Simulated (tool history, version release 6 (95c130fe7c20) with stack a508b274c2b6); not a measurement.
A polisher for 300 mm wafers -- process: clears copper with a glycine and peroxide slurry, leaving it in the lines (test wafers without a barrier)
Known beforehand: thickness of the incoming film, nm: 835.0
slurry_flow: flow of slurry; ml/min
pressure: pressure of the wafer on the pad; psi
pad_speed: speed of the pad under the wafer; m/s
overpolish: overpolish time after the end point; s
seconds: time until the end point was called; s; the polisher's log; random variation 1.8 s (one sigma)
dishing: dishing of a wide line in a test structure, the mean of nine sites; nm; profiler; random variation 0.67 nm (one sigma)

{"run": 1, "day": 0.0, "slurry_flow": 225, "pressure": 2.4, "pad_speed": 1.14, "overpolish": 27, "seconds": 132.71, "dishing": 66.751}
{"run": 2, "day": 0.167, "slurry_flow": 225, "pressure": 2.4, "pad_speed": 0.98, "overpolish": 27, "seconds": 151.5, "dishing": 63.188}
{"run": 3, "day": 0.325, "slurry_flow": 225, "pressure": 2.4, "pad_speed": 1.22, "overpolish": 27, "seconds": 123.47, "dishing": 66.572}
{"run": 4, "day": 0.471, "slurry_flow": 225, "pressure": 2.3, "pad_speed": 1.3, "overpolish": 24, "seconds": 125.31, "dishing": 64.199}
{"day": 0.529, "done": "slurry nozzle cleaned"}
{"run": 5, "day": 0.529, "slurry_flow": 235, "pressure": 2.2, "pad_speed": 1.38, "overpolish": 21, "seconds": 117.16, "dishing": 59.848}
{"run": 6, "day": 0.7, "slurry_flow": 235, "pressure": 2.2, "pad_speed": 1.38, "overpolish": 26, "seconds": 122.56, "dishing": 68.02}

Predict the results of run 7:
{"run": 7, "day": 1.008, "slurry_flow": 235, "pressure": 2.3, "pad_speed": 1.38, "overpolish": 23, "seconds": "?", "dishing": "?"}

{"run 7": {"seconds": 114.14, "dishing": 67.014}}
